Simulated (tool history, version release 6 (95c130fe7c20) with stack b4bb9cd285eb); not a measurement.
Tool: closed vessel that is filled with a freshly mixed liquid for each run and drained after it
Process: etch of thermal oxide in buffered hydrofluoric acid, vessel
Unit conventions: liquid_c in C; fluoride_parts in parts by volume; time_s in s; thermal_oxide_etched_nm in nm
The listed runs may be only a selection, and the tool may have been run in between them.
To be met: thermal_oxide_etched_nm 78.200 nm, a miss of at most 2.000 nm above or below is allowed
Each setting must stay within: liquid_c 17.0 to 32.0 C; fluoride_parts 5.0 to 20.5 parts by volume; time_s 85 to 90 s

run	hour	liquid_c	fluoride_parts	time_s	thermal_oxide_etched_nm
1	0.0	24.0	12.5	85	86.731
2	3.3	23.0	12.5	85	82.028
3	6.1	21.0	12.5	85	74.001
4	10.0	17.5	12.5	85	60.059
5	17.2	17.5	12.5	90	64.348
6	19.0	18.0	12.5	90	65.597
7	24.5	18.5	12.5	90	68.579
8	27.5	20.0	12.5	90	74.872

Exactly one of the 4 candidate moves below puts every result within its allowed miss. Which one?
A	30.5	22.0	14.0	85	?
B	30.5	22.0	14.5	90	?
C	30.5	17.0	10.0	90	?
D	30.5	18.0	11.0	90	?

move	thermal_oxide_etched_nm
A	69.962
B	71.568
C	77.716
D	74.971
A: lands further from the targets than the last run did
B: lands further from the targets than the last run did
C: meets every target
D: no better and no worse than the last run
The move that meets every target is C.

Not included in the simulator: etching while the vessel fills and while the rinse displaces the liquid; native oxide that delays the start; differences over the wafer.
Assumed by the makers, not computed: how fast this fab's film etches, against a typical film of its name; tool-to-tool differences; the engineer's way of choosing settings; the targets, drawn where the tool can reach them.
